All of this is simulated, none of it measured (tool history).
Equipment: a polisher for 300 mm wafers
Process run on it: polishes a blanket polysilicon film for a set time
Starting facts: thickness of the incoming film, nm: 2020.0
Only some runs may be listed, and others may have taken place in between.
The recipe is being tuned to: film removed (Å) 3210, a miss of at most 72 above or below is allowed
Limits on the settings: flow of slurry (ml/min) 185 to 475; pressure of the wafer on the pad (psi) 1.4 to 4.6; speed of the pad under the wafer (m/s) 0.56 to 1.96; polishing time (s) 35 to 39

run    day  flow of slurry (ml/min)  pressure of the wafer on the pad (psi)  speed of the pad under the wafer (m/s)  polishing time (s)  film removed (Å)
  1      0                      305                                       3                                    1.26                  39              3751
  2  0.067                      305                                       3                                     1.4                  39            4161.8
  3  0.296                      300                                     2.8                                     1.4                  39            3897.2
  4  0.567                      300                                     2.6                                     1.4                  39            3584.2
  5  0.858                      240                                     2.6                                     1.4                  39              3519
  6   0.95                      200                                     2.6                                     1.4                  39            3487.2
  7  1.208                      200                                     2.3                                     1.4                  39              3074
  8  1.312                      205                                     2.3                                     1.4                  39            3022.1
  9  1.492                      215                                     2.3                                     1.4                  39            3096.7
 10  1.846                      220                                     2.3                                     1.4                  39            3126.2
 11  2.017                      225                                     2.3                                     1.4                  39            3146.4
 12   2.35                      230                                     2.3                                     1.4                  39            3069.2

Exactly one of the 5 candidate moves below puts every result within its allowed miss. Which one?
  A  2.683                      245                                     2.4                                    1.44                  39                 ?
  B  2.683                      200                                     2.3                                     1.5                  38                 ?
  C  2.683                      245                                     2.3                                    1.36                  38                 ?
  D  2.683                      265                                     2.3                                    1.26                  39                 ?
  E  2.683                      240                                     2.1                                    1.56                  36                 ?

move  film removed (Å)
   A            3383.3
   B            3198.4
   C            2993.1
   D            2879.4
   E            2962.2
A: moves the result that the last run missed by most past its target, out the other side
B: each result inside its tolerance
C: moves away from the targets compared with the last run
D: moves away from the targets compared with the last run
E: moves away from the targets compared with the last run
The right move is B.
